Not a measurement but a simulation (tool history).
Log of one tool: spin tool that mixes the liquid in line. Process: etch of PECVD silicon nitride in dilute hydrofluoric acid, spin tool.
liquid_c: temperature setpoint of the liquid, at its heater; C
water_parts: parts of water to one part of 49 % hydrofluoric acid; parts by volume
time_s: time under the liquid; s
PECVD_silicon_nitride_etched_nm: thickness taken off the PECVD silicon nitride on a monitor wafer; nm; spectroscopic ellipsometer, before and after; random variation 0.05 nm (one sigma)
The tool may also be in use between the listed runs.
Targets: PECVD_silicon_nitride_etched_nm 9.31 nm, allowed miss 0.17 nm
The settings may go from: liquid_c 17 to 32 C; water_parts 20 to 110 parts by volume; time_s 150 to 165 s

run	hour	liquid_c	water_parts	time_s	PECVD_silicon_nitride_etched_nm
1	0	24	60	150	7.6272
2	6.3	25	60	150	8.094
3	7	25.5	60	150	8.3692
4	14.6	25.5	80	150	6.3367
5	17.6	25.5	80	165	6.9562
6	20.8	22.5	80	165	5.6696
7	22.9	24.5	80	165	6.4335
8	27.7	28.5	80	165	8.4052
9	30.5	29	80	165	8.6655
10	36.2	29.5	80	165	8.9669

5 next moves are on the table. One of them brings every result within its allowed miss. Which?
A	41.9	30	80	150	?
B	41.9	29.5	75	155	?
C	41.9	31	85	165	?
D	41.9	29.5	80	160	?
E	41.9	30	85	160	?

move	PECVD_silicon_nitride_etched_nm
A	8.4043
B	8.9729
C	9.2658
D	8.6842
E	8.4365
A: further off than the last run
B: as far off as the last run
C: meets every target
D: further off than the last run
E: further off than the last run
Move C is the one to make.

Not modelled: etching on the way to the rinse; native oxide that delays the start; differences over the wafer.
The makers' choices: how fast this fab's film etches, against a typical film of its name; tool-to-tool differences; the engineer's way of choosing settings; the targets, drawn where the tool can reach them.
